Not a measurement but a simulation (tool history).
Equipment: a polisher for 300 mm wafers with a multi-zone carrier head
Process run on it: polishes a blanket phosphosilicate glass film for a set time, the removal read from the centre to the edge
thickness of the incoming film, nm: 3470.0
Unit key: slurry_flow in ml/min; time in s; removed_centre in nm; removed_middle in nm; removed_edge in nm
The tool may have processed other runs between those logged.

Run 1, hour 0: slurry_flow 315 ml/min, centre_zone 1, middle_zone 1, edge_zone 1, slurry_solids 1, time 32 s. Result: removed_centre 399.94 nm, removed_middle 396.31 nm, removed_edge 404.18 nm.
Run 2, hour 7.9: slurry_flow 315 ml/min, centre_zone 1, middle_zone 1, edge_zone 1.05, slurry_solids 1, time 32 s. Result: removed_centre 400.95 nm, removed_middle 396.96 nm, removed_edge 416.31 nm.
Run 3, hour 14.5: slurry_flow 320 ml/min, centre_zone 1, middle_zone 1.03, edge_zone 1.08, slurry_solids 1.1, time 32 s. Result: removed_centre 437.01 nm, removed_middle 430.21 nm, removed_edge 443.81 nm.
Run 4, hour 20.9: slurry_flow 320 ml/min, centre_zone 1, middle_zone 1.03, edge_zone 1.13, slurry_solids 1.1, time 32 s. Result: removed_centre 414.25 nm, removed_middle 437.25 nm, removed_edge 454.77 nm.
Run 5, hour 27.9: slurry_flow 395 ml/min, centre_zone 1, middle_zone 1.03, edge_zone 1.13, slurry_solids 1.1, time 32 s. Result: removed_centre 434.94 nm, removed_middle 444.24 nm, removed_edge 460.03 nm.
Run 6, hour 29.7: slurry_flow 395 ml/min, centre_zone 1.07, middle_zone 1.03, edge_zone 1.13, slurry_solids 1.1, time 32 s. Result: removed_centre 464.86 nm, removed_middle 437.71 nm, removed_edge 458.78 nm.
Run 7, hour 36.7: slurry_flow 390 ml/min, centre_zone 1.05, middle_zone 1.05, edge_zone 1.14, slurry_solids 1.15, time 32 s. Result: removed_centre 464.8 nm, removed_middle 461.39 nm, removed_edge 473.74 nm.
Run 8, hour 38.9: slurry_flow 390 ml/min, centre_zone 1.04, middle_zone 1.06, edge_zone 1.15, slurry_solids 1.2, time 32 s. Result: removed_centre 475.35 nm, removed_middle 479.38 nm, removed_edge 495.35 nm.

The next listed run, before its measurement:
Run 9, hour 42.5: slurry_flow 390 ml/min, centre_zone 1.04, middle_zone 1.08, edge_zone 1.16, slurry_solids 1.25, time 32 s. Result: removed_centre ?, removed_middle ?, removed_edge ?.

removed_centre: 485.21 nm
removed_middle: 495.21 nm
removed_edge: 505.81 nm
